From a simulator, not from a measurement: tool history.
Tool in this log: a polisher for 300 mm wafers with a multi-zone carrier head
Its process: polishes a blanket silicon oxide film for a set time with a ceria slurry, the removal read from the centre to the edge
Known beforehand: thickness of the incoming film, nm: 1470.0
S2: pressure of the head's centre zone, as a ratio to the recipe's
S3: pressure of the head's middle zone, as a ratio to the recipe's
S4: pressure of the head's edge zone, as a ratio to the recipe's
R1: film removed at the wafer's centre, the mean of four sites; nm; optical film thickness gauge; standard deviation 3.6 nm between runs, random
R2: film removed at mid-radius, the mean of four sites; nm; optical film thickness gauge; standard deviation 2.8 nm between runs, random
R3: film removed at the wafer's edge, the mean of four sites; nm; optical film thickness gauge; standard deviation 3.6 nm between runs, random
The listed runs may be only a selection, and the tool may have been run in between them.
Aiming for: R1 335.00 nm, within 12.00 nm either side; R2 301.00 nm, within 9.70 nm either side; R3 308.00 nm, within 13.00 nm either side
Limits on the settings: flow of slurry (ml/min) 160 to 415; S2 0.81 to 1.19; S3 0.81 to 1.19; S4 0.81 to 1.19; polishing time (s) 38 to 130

{"run": 1, "day": 0.0, "flow of slurry (ml/min)": 265, "S2": 1.0, "S3": 1.0, "S4": 1.0, "polishing time (s)": 84, "R1": 351.83, "R2": 343.09, "R3": 336.63}
{"run": 2, "day": 0.158, "flow of slurry (ml/min)": 260, "S2": 1.0, "S3": 0.98, "S4": 0.98, "polishing time (s)": 83, "R1": 342.44, "R2": 336.14, "R3": 332.44}
{"run": 3, "day": 0.217, "flow of slurry (ml/min)": 260, "S2": 1.01, "S3": 0.97, "S4": 0.97, "polishing time (s)": 82, "R1": 343.23, "R2": 332.22, "R3": 317.31}
{"run": 4, "day": 0.275, "flow of slurry (ml/min)": 255, "S2": 1.01, "S3": 0.95, "S4": 0.97, "polishing time (s)": 82, "R1": 341.41, "R2": 322.7, "R3": 313.96}
{"run": 5, "day": 0.371, "flow of slurry (ml/min)": 255, "S2": 0.94, "S3": 0.95, "S4": 0.97, "polishing time (s)": 82, "R1": 319.65, "R2": 321.77, "R3": 325.03}
{"run": 6, "day": 0.608, "flow of slurry (ml/min)": 255, "S2": 0.94, "S3": 0.95, "S4": 0.92, "polishing time (s)": 82, "R1": 323.5, "R2": 319.29, "R3": 313.33}
{"run": 7, "day": 0.646, "flow of slurry (ml/min)": 255, "S2": 0.95, "S3": 0.93, "S4": 0.92, "polishing time (s)": 82, "R1": 325.41, "R2": 313.2, "R3": 316.64}
{"run": 8, "day": 0.921, "flow of slurry (ml/min)": 255, "S2": 0.96, "S3": 0.92, "S4": 0.92, "polishing time (s)": 82, "R1": 328.55, "R2": 315.67, "R3": 312.29}

Exercise: of the 5 proposed moves below, exactly one satisfies all targets within the stated allowed misses. Which move is it?
{"run": "A", "day": 1.196, "flow of slurry (ml/min)": 280, "S2": 1.0, "S3": 0.89, "S4": 0.92, "polishing time (s)": 80, "R1": "?", "R2": "?", "R3": "?"}
{"run": "B", "day": 1.196, "flow of slurry (ml/min)": 235, "S2": 0.97, "S3": 0.9, "S4": 0.9, "polishing time (s)": 87, "R1": "?", "R2": "?", "R3": "?"}
{"run": "C", "day": 1.196, "flow of slurry (ml/min)": 280, "S2": 0.97, "S3": 0.99, "S4": 0.84, "polishing time (s)": 80, "R1": "?", "R2": "?", "R3": "?"}
{"run": "D", "day": 1.196, "flow of slurry (ml/min)": 215, "S2": 0.98, "S3": 1.04, "S4": 0.85, "polishing time (s)": 85, "R1": "?", "R2": "?", "R3": "?"}
{"run": "E", "day": 1.196, "flow of slurry (ml/min)": 230, "S2": 0.95, "S3": 0.91, "S4": 0.87, "polishing time (s)": 88, "R1": "?", "R2": "?", "R3": "?"}

move=A R1=335.73 R2=303.16 R3=304.37
move=B R1=347.87 R2=326.27 R3=322.77
move=C R1=327.18 R2=331.45 R3=291.67
move=D R1=338.93 R2=355.84 R3=304.11
move=E R1=344.58 R2=332.22 R3=320.79
A: meets every target
B: lands further from the targets than the last run did
C: lands further from the targets than the last run did
D: lands further from the targets than the last run did
E: lands further from the targets than the last run did
The right move is A.
